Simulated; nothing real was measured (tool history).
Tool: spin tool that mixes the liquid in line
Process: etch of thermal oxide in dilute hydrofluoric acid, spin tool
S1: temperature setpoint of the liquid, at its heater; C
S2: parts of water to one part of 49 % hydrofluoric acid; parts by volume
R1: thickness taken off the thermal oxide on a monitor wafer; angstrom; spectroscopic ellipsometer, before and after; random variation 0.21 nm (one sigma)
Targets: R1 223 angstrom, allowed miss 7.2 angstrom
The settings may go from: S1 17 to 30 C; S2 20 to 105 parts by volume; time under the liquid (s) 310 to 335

run 1 hour=0 | S1=22 S2=55 time_under_the_liquid_(s)=310 | R1=253.78
run 2 hour=3.9 | S1=21.5 S2=55 time_under_the_liquid_(s)=310 | R1=249.37
run 3 hour=7.5 | S1=21.5 S2=45 time_under_the_liquid_(s)=310 | R1=308.73
run 4 hour=11 | S1=21 S2=45 time_under_the_liquid_(s)=310 | R1=305
run 5 hour=16.6 | S1=20.5 S2=45 time_under_the_liquid_(s)=310 | R1=298.07
run 6 hour=22.8 | S1=20 S2=45 time_under_the_liquid_(s)=310 | R1=292.24
run 7 hour=26.5 | S1=17 S2=55 time_under_the_liquid_(s)=310 | R1=207.92
run 8 hour=31.3 | S1=17.5 S2=55 time_under_the_liquid_(s)=310 | R1=210.54
run 9 hour=37.3 | S1=18 S2=55 time_under_the_liquid_(s)=310 | R1=215.03

Which of these 4 next moves meets every target?
run A hour=43.3 | S1=18 S2=55 time_under_the_liquid_(s)=325 | R1=?
run B hour=43.3 | S1=19 S2=60 time_under_the_liquid_(s)=310 | R1=?
run C hour=43.3 | S1=17 S2=55 time_under_the_liquid_(s)=310 | R1=?
run D hour=43.3 | S1=17.5 S2=55 time_under_the_liquid_(s)=310 | R1=?

move=A R1=226.58
move=B R1=205.59
move=C R1=206.99
move=D R1=211.52
A: meets every target
B: further off than the last run
C: further off than the last run
D: further off than the last run
Move A is the one to make.
